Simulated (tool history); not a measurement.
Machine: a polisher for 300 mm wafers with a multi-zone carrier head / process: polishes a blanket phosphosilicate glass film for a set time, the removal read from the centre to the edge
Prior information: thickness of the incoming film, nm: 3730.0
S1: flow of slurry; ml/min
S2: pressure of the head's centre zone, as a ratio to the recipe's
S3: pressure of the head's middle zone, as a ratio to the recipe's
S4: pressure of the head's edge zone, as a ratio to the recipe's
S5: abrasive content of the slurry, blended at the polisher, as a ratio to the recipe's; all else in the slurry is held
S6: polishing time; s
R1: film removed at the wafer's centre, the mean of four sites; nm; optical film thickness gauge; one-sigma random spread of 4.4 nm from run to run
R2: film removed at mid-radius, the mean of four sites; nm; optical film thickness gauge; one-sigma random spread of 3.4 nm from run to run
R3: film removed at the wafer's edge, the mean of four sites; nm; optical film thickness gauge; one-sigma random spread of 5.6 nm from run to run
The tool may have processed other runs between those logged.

run  hour   S1    S2    S3    S4    S5  S6      R1      R2      R3
  1     0  245     1     1     1     1  46  523.73  474.75  491.79
  2   5.9  260  1.02  1.01  1.05  1.05  46  550.89  492.37  509.71
  3   7.9  290  1.02  1.01  1.05  1.05  46  559.47  496.87  518.08
  4  15.1  300  1.03  1.01  1.08   1.1  46   580.7  510.49  529.29
  5  22.3  300  1.03  1.05  1.08   1.1  46  573.19   523.9  531.52
     26.9  -- centre zone pressure recalibrated
  6  26.9  300  1.03  1.04   1.1  1.15  46  530.11  533.32  545.18
  7  34.2  320  1.05  1.02  1.11  1.15  46   540.1  533.31   549.6
  8  40.5  300  1.05  0.98  1.06   1.2  47  555.24  524.41  559.66

The next listed run, before its measurement:
  9  48.6  355  1.15  0.99  1.16  1.25  47   ?   ?   ?

Run 9 produced R1 629.35 nm, R2 538.12 nm, R3 593.71 nm.
